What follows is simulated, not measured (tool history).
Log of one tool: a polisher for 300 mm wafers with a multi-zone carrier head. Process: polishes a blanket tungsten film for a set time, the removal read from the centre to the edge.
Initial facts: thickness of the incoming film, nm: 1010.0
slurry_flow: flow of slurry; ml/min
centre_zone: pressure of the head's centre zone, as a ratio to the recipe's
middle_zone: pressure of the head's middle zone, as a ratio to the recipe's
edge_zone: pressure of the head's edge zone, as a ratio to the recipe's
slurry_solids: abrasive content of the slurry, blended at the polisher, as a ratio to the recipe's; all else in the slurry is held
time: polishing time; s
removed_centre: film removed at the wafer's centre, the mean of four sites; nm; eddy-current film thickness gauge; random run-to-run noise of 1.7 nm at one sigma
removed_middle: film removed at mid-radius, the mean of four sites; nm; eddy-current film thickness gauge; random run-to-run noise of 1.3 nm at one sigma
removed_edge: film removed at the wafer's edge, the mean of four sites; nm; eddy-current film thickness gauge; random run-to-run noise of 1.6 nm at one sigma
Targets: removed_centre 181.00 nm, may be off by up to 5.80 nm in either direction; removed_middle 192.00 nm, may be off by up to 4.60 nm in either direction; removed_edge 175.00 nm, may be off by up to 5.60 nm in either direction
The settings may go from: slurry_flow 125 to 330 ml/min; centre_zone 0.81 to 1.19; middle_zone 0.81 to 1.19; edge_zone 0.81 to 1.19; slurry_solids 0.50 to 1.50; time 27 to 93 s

run 1 hour=0.0 | slurry_flow=210 centre_zone=1.00 middle_zone=1.00 edge_zone=1.00 slurry_solids=1.00 time=59 | removed_centre=318.14 removed_middle=309.68 removed_edge=319.43
run 2 hour=2.7 | slurry_flow=240 centre_zone=1.00 middle_zone=1.00 edge_zone=1.00 slurry_solids=1.00 time=59 | removed_centre=328.99 removed_middle=316.91 removed_edge=319.56
run 3 hour=8.1 | slurry_flow=265 centre_zone=0.96 middle_zone=0.99 edge_zone=0.96 slurry_solids=0.85 time=52 | removed_centre=265.68 removed_middle=263.81 removed_edge=266.58
run 4 hour=13.2 | slurry_flow=280 centre_zone=0.95 middle_zone=1.01 edge_zone=0.92 slurry_solids=0.75 time=48 | removed_centre=237.12 removed_middle=241.21 removed_edge=234.40
run 5 hour=14.1 | slurry_flow=285 centre_zone=0.94 middle_zone=1.02 edge_zone=0.89 slurry_solids=0.70 time=45 | removed_centre=215.57 removed_middle=223.18 removed_edge=208.79
run 6 hour=20.7 | slurry_flow=285 centre_zone=0.94 middle_zone=1.02 edge_zone=0.89 slurry_solids=0.70 time=31 | removed_centre=147.94 removed_middle=153.00 removed_edge=143.21
run 7 hour=28.1 | slurry_flow=295 centre_zone=0.97 middle_zone=1.06 edge_zone=0.94 slurry_solids=0.80 time=31 | removed_centre=159.10 removed_middle=164.84 removed_edge=152.52
run 8 hour=29.8 | slurry_flow=300 centre_zone=0.99 middle_zone=1.09 edge_zone=0.98 slurry_solids=0.90 time=31 | removed_centre=168.51 removed_middle=176.49 removed_edge=164.65
run 9 hour=31.6 | slurry_flow=300 centre_zone=0.99 middle_zone=1.09 edge_zone=0.98 slurry_solids=0.90 time=31 | removed_centre=171.63 removed_middle=176.70 removed_edge=166.45
run 10 hour=37.8 | slurry_flow=305 centre_zone=1.00 middle_zone=1.11 edge_zone=0.99 slurry_solids=0.90 time=31 | removed_centre=169.72 removed_middle=176.72 removed_edge=166.76
run 11 hour=44.3 | slurry_flow=310 centre_zone=1.01 middle_zone=1.13 edge_zone=0.99 slurry_solids=0.95 time=31 | removed_centre=174.62 removed_middle=183.12 removed_edge=167.79
run 12 hour=49.8 | slurry_flow=310 centre_zone=1.02 middle_zone=1.14 edge_zone=1.00 slurry_solids=0.95 time=31 | removed_centre=176.46 removed_middle=186.15 removed_edge=168.96
run 13 hour=56.0 | slurry_flow=310 centre_zone=1.02 middle_zone=1.15 edge_zone=1.01 slurry_solids=0.95 time=31 | removed_centre=177.49 removed_middle=187.15 removed_edge=169.49

Next run, 5 choices. One meets every target within its allowed miss, the rest don't. Which?
run A hour=62.2 | slurry_flow=315 centre_zone=0.96 middle_zone=1.10 edge_zone=1.07 slurry_solids=0.85 time=32 | removed_centre=? removed_middle=? removed_edge=?
run B hour=62.2 | slurry_flow=330 centre_zone=1.08 middle_zone=1.18 edge_zone=0.94 slurry_solids=0.75 time=33 | removed_centre=? removed_middle=? removed_edge=?
run C hour=62.2 | slurry_flow=330 centre_zone=1.12 middle_zone=1.13 edge_zone=0.97 slurry_solids=0.75 time=33 | removed_centre=? removed_middle=? removed_edge=?
run D hour=62.2 | slurry_flow=325 centre_zone=1.04 middle_zone=1.15 edge_zone=0.89 slurry_solids=0.85 time=32 | removed_centre=? removed_middle=? removed_edge=?
run E hour=62.2 | slurry_flow=330 centre_zone=1.05 middle_zone=1.18 edge_zone=1.07 slurry_solids=0.95 time=31 | removed_centre=? removed_middle=? removed_edge=?

move=A removed_centre=168.44 removed_middle=179.37 removed_edge=174.48
move=B removed_centre=180.27 removed_middle=187.35 removed_edge=162.32
move=C removed_centre=184.54 removed_middle=181.45 removed_edge=164.84
move=D removed_centre=177.77 removed_middle=185.83 removed_edge=160.07
move=E removed_centre=180.06 removed_middle=190.54 removed_edge=175.77
A: misses by more than the last run did
B: misses by more than the last run did
C: misses by more than the last run did
D: misses by more than the last run did
E: all results in spec
Move E is the one to make.

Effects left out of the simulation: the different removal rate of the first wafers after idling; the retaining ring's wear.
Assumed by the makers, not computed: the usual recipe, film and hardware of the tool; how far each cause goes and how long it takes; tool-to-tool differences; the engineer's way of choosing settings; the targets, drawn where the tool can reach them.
